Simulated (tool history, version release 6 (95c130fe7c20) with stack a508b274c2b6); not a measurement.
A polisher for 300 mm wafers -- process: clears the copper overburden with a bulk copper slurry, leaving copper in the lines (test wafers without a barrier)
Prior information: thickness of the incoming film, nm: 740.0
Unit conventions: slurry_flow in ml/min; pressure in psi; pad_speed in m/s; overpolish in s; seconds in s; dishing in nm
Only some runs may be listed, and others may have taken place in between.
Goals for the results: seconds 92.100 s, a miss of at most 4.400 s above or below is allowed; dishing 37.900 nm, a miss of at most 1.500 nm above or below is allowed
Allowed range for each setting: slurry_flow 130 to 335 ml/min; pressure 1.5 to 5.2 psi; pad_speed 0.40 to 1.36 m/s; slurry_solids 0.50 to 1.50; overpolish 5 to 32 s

run	hour	slurry_flow	pressure	pad_speed	slurry_solids	overpolish	seconds	dishing
1	0.0	215	3.3	0.88	1.00	16	66.949	76.476
2	5.9	220	2.7	0.92	1.00	12	76.222	57.109
3	9.0	220	2.4	0.94	1.00	10	84.050	47.508
4	16.6	220	2.4	1.12	1.00	10	70.601	53.742
5	19.7	220	2.8	1.12	1.00	10	61.037	58.532
6	27.8	220	3.4	1.12	1.00	10	50.450	68.138
7	33.3	220	2.8	1.12	1.00	9	60.365	54.605
8	39.8	220	2.4	1.12	1.00	9	70.969	48.150
9	48.3	215	2.2	1.12	1.00	9	75.017	45.945
10	52.9	215	2.2	1.12	1.00	9	77.192	46.856
11	57.3	210	2.1	1.12	1.00	8	81.204	40.703
12	61.2	200	2.1	1.12	1.00	8	79.831	40.503
13	61.9	190	2.0	1.10	1.00	9	88.072	42.541
14	67.7	215	1.7	1.10	1.00	7	103.140	31.290
15	71.9	205	1.8	1.10	1.00	7	94.177	32.023
16	74.0	205	1.8	1.10	1.00	8	94.194	35.117

Pick the move, out of 4, that brings all results within their allowed miss; only one does.
A	76.1	140	2.3	0.96	1.00	8	?	?
B	76.1	170	1.8	1.02	1.30	10	?	?
C	76.1	205	2.0	1.06	0.85	7	?	?
D	76.1	235	2.0	1.00	1.25	9	?	?

move	seconds	dishing
A	88.939	37.238
B	96.921	40.606
C	90.754	32.653
D	86.719	41.143
A: in spec on every target
B: takes the biggest miss from the last run beyond its target
C: moves away from the targets compared with the last run
D: takes the biggest miss from the last run beyond its target
Answer: A
